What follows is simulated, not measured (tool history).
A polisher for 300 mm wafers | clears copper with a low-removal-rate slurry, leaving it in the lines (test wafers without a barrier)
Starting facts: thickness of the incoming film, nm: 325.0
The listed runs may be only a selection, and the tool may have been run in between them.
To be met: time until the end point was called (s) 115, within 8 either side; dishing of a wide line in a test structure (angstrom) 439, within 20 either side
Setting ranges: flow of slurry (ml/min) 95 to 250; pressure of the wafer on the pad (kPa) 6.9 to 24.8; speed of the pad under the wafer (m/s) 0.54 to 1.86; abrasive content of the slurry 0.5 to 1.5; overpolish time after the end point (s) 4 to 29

run,day,flow of slurry (ml/min),pressure of the wafer on the pad (kPa),speed of the pad under the wafer (m/s),abrasive content of the slurry,overpolish time after the end point (s),time until the end point was called (s),dishing of a wide line in a test structure (angstrom)
1,0,160,15.9,1.18,1,15,104.97,313.29
2,0.242,155,15.9,1.18,1,17,106.16,340.76
3,0.433,155,15.9,0.9,1,17,137.91,276.44
4,0.521,155,15.9,0.9,1,23,136.35,350.93
5,0.633,155,16.5,0.9,1,23,132.05,366.98
6,0.929,155,17.2,0.9,1,23,122.08,384.43
7,1.258,155,17.2,0.9,1,24,119.95,402.63
8,1.562,155,17.2,0.9,1,25,124.55,402.84

Exercise: of the 5 proposed moves below, exactly one satisfies all targets within the stated allowed misses. Which move is it?
A,1.867,155,17.2,0.68,1.25,29,?,?
B,1.867,140,18.6,1,0.95,19,?,?
C,1.867,160,17.2,0.82,0.95,26,?,?
D,1.867,175,17.2,0.88,1.5,22,?,?
E,1.867,190,16.5,1.02,1,25,?,?

move,time until the end point was called (s),dishing of a wide line in a test structure (angstrom)
A,158.91,385.76
B,110.49,369.72
C,139.45,392.47
D,119.05,389.69
E,114.35,443.23
A: the biggest miss grows against the last run
B: the biggest miss grows against the last run
C: the biggest miss grows against the last run
D: the biggest miss grows against the last run
E: all results land within tolerance of their targets
The right move is E.
